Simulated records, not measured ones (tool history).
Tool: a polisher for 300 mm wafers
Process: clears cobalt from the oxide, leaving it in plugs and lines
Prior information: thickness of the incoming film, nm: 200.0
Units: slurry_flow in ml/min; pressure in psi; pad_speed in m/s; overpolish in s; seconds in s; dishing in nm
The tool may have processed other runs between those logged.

run,hour,slurry_flow,pressure,pad_speed,overpolish,seconds,dishing
1,0.0,290,1.2,1.16,27,54.908,46.482
2,8.0,290,1.2,1.16,33,55.313,47.478
3,15.1,290,1.5,1.16,33,44.100,49.411
4,20.0,290,1.5,1.00,33,51.163,49.561
5,28.5,345,1.5,1.00,33,50.448,48.531
6,33.2,345,1.5,1.14,33,44.214,49.453
7,42.0,345,1.4,1.08,33,50.300,48.635
8,45.7,345,1.3,1.02,33,56.604,47.466
9,49.8,340,1.2,0.96,33,65.349,46.275
10,51.4,340,1.2,0.96,33,65.686,46.509
11,52.9,340,1.1,0.92,33,74.558,45.208
12,53.8,340,1.0,0.90,33,82.173,42.180
13,62.1,340,0.9,0.88,35,92.288,42.653

Predict the results of run 14:
# hour 69.5: head pressure recalibrated
14,69.5,340,0.9,0.88,36,?,?

seconds: 101.990 s
dishing: 41.786 nm
